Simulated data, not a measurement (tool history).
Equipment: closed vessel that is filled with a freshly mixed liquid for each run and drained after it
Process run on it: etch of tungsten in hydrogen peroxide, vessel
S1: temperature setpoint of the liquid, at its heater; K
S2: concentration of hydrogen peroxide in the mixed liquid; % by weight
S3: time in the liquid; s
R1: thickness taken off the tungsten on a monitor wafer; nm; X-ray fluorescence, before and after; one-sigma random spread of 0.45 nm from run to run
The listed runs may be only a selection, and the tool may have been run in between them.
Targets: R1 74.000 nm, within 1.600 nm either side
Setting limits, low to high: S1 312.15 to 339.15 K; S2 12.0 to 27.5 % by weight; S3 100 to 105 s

run  hour      S1    S2   S3       R1
  1   0.0  328.15  18.5  100  166.790
  2   1.6  325.15  18.5  100  139.200
  3   3.3  323.15  18.5  100  122.210
  4  10.3  321.65  18.5  100  112.430
  5  18.6  321.65  18.5  105  117.580
  6  23.0  321.65  18.5  100  112.000
  7  23.7  320.15  18.5  100  102.270
  8  28.8  319.15  18.5  100   95.191
  9  34.8  318.15  18.5  100   90.126
 10  37.1  317.65  18.5  100   86.861
 11  43.5  317.65  18.5  100   88.309
 12  49.0  317.15  18.5  100   84.577
 13  56.4  316.65  18.5  100   81.647
 14  60.1  316.15  18.5  100   79.527
 15  61.2  315.65  18.5  100   76.441

Exercise: of the 5 proposed moves below, exactly one satisfies all targets within the stated allowed misses. Which move is it?
  A  62.3  313.15  27.0  100   ?
  B  62.3  316.65  18.0  100   ?
  C  62.3  314.65  19.0  105   ?
  D  62.3  313.65  20.5  105   ?
  E  62.3  313.15  19.5  105   ?

move      R1
   A  79.059
   B  80.862
   C  76.742
   D  74.722
   E  70.547
A: misses by more than the last run did
B: misses by more than the last run did
C: misses by more than the last run did
D: all results land within tolerance of their targets
E: moves the result that the last run missed by most past its target, out the other side
So the answer is move D, the one that meets all the targets.
